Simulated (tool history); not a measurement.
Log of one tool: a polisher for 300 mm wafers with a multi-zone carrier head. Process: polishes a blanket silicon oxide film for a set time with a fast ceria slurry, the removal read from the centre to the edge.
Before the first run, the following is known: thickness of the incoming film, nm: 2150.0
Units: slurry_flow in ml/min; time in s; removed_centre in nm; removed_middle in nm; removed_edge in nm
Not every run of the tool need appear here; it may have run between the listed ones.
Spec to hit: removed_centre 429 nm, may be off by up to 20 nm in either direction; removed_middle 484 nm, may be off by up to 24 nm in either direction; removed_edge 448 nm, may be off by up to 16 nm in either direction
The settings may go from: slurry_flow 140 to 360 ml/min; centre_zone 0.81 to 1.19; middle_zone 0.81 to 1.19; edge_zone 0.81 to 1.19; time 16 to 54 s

run 1 hour=0 | slurry_flow=230 centre_zone=1 middle_zone=1 edge_zone=1 time=35 | removed_centre=504.19 removed_middle=513.84 removed_edge=523.21
run 2 hour=4.6 | slurry_flow=225 centre_zone=0.98 middle_zone=1.01 edge_zone=0.96 time=34 | removed_centre=482.19 removed_middle=496.37 removed_edge=509.55
run 3 hour=11.4 | slurry_flow=255 centre_zone=0.98 middle_zone=1.01 edge_zone=0.96 time=34 | removed_centre=490.86 removed_middle=512.79 removed_edge=503.43
run 4 hour=18.1 | slurry_flow=255 centre_zone=0.91 middle_zone=1.01 edge_zone=0.96 time=34 | removed_centre=460.13 removed_middle=496.53 removed_edge=513.35
run 5 hour=22.8 | slurry_flow=210 centre_zone=0.91 middle_zone=1.01 edge_zone=0.96 time=34 | removed_centre=449.62 removed_middle=486.94 removed_edge=496.27
run 6 hour=30.8 | slurry_flow=210 centre_zone=0.86 middle_zone=1.01 edge_zone=0.96 time=34 | removed_centre=420.56 removed_middle=500.88 removed_edge=494.39
run 7 hour=32 | slurry_flow=205 centre_zone=0.88 middle_zone=1.02 edge_zone=0.92 time=34 | removed_centre=430.76 removed_middle=502.61 removed_edge=491.28
run 8 hour=35.8 | slurry_flow=200 centre_zone=0.9 middle_zone=1.03 edge_zone=0.9 time=33 | removed_centre=410.62 removed_middle=496.59 removed_edge=470.59
run 9 hour=43.7 | slurry_flow=225 centre_zone=1 middle_zone=0.99 edge_zone=0.83 time=32 | removed_centre=470.47 removed_middle=462.58 removed_edge=440
run 10 hour=45.4 | slurry_flow=220 centre_zone=0.98 middle_zone=1 edge_zone=0.84 time=32 | removed_centre=455.78 removed_middle=468.35 removed_edge=440.96

Exercise: of the 4 proposed moves below, exactly one satisfies all targets within the stated allowed misses. Which move is it?
run A hour=47.1 | slurry_flow=305 centre_zone=1.06 middle_zone=1.1 edge_zone=0.81 time=30 | removed_centre=? removed_middle=? removed_edge=?
run B hour=47.1 | slurry_flow=220 centre_zone=0.93 middle_zone=1.04 edge_zone=0.85 time=32 | removed_centre=? removed_middle=? removed_edge=?
run C hour=47.1 | slurry_flow=205 centre_zone=0.86 middle_zone=1 edge_zone=0.93 time=31 | removed_centre=? removed_middle=? removed_edge=?
run D hour=47.1 | slurry_flow=240 centre_zone=0.91 middle_zone=0.94 edge_zone=0.91 time=32 | removed_centre=? removed_middle=? removed_edge=?

move=A removed_centre=465.67 removed_middle=494.51 removed_edge=420.97
move=B removed_centre=418.03 removed_middle=485.47 removed_edge=446.11
move=C removed_centre=370.22 removed_middle=450.93 removed_edge=446.3
move=D removed_centre=413.61 removed_middle=451.07 removed_edge=463.63
A: misses by more than the last run did
B: every result lands within tolerance
C: carries the result that was furthest off beyond its target, to the other side
D: brings the result that was furthest off to its target, and leaves another outside
So the answer is move B, the one that meets all the targets.
